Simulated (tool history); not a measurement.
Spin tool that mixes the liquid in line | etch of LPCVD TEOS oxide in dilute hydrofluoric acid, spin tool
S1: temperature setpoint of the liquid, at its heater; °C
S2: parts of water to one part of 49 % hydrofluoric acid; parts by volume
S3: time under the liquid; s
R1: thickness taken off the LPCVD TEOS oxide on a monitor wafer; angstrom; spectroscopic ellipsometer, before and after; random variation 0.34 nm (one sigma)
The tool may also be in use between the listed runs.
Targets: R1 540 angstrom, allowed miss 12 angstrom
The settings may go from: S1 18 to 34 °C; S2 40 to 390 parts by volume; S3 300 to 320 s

run	hour	S1	S2	S3	R1
1	0	26	215	300	608.79
2	8.2	28	215	300	642.71
3	10.8	27.5	215	300	642.03
4	15.8	27.5	215	320	681.81
5	17	26.5	215	320	658.73
6	21.4	26.5	285	320	463.79
7	22.8	27	285	320	466.97
8	25.9	27.5	285	320	480.03
9	27	28	285	320	484.02
10	27.9	28.5	285	320	494.55

5 next moves are on the table. One of them brings every result within its allowed miss. Which?
A	28.8	29.5	260	320	?
B	28.8	23.5	225	320	?
C	28.8	28	255	320	?
D	28.8	32.5	295	320	?
E	28.8	29	260	320	?

move	R1
A	578.77
B	563.35
C	564.22
D	539.88
E	569.19
A: takes the result that was furthest off past its target
B: takes the result that was furthest off past its target
C: takes the result that was furthest off past its target
D: meets every target
E: takes the result that was furthest off past its target
Move D is the one to make.

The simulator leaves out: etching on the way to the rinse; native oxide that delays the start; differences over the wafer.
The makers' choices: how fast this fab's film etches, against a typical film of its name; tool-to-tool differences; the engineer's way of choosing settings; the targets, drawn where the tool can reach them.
